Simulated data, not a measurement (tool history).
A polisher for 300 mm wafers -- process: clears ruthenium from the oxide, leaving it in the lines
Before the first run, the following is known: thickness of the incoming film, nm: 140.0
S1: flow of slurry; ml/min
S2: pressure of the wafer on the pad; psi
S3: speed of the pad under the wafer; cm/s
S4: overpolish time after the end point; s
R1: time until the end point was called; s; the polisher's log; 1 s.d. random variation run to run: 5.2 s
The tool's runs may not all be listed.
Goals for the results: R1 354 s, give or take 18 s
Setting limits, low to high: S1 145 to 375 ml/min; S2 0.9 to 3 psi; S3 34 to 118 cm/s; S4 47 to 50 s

run	hour	S1	S2	S3	S4	R1
1	0	240	1.9	76	47	200.54
2	8.7	240	1.7	74	47	231.82
3	16.2	195	1.7	74	47	241.92
4	24.5	195	1.6	74	47	247.88
5	28	160	1.6	74	47	262.45
6	29.2	145	1.6	74	47	264.01
7	30.8	145	1.5	74	47	282.3
8	33.5	145	1.4	74	47	295.79
9	38.5	145	1	72	47	415.83
10	39.7	145	1.1	72	47	385.9
11	45.1	145	1.3	72	47	327.31
12	51.5	145	1.3	72	47	322.99

Below are 5 possible settings for the next run. Only one of them brings all results inside the allowed miss of their targets. Which is it?
A	57.9	160	1.9	50	50	?
B	57.9	145	1.4	70	50	?
C	57.9	150	1.4	82	48	?
D	57.9	165	1.2	70	50	?
E	57.9	145	1.3	74	47	?

move	R1
A	318.95
B	315.58
C	268.93
D	357.21
E	321.05
A: its largest miss is bigger than the last run's
B: its largest miss is bigger than the last run's
C: its largest miss is bigger than the last run's
D: hits every target within its allowed miss
E: its largest miss is bigger than the last run's
Go with D: it meets all targets.

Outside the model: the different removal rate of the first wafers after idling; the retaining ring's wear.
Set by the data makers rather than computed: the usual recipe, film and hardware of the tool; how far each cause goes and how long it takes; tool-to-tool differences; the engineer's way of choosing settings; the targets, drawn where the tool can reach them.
